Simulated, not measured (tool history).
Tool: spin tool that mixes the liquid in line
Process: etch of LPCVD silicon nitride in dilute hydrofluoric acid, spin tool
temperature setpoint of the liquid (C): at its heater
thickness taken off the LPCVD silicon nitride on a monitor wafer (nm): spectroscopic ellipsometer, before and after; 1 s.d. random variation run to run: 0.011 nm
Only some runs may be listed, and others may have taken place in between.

run	hour	temperature setpoint of the liquid (C)	parts of water to one part of 49 % hydrofluoric acid (parts by volume)	time under the liquid (s)	thickness taken off the LPCVD silicon nitride on a monitor wafer (nm)
1	0.0	25.0	55	80	0.77810
2	6.6	24.5	55	80	0.78251
3	10.8	24.0	55	80	0.76193
4	13.5	23.5	55	80	0.72763
5	18.2	23.0	55	80	0.70535
6	19.7	22.5	55	80	0.67718

Forecast run 7:
7	23.4	22.0	55	80	?

{"run 7": {"thickness taken off the LPCVD silicon nitride on a monitor wafer (nm)": 0.64907}}
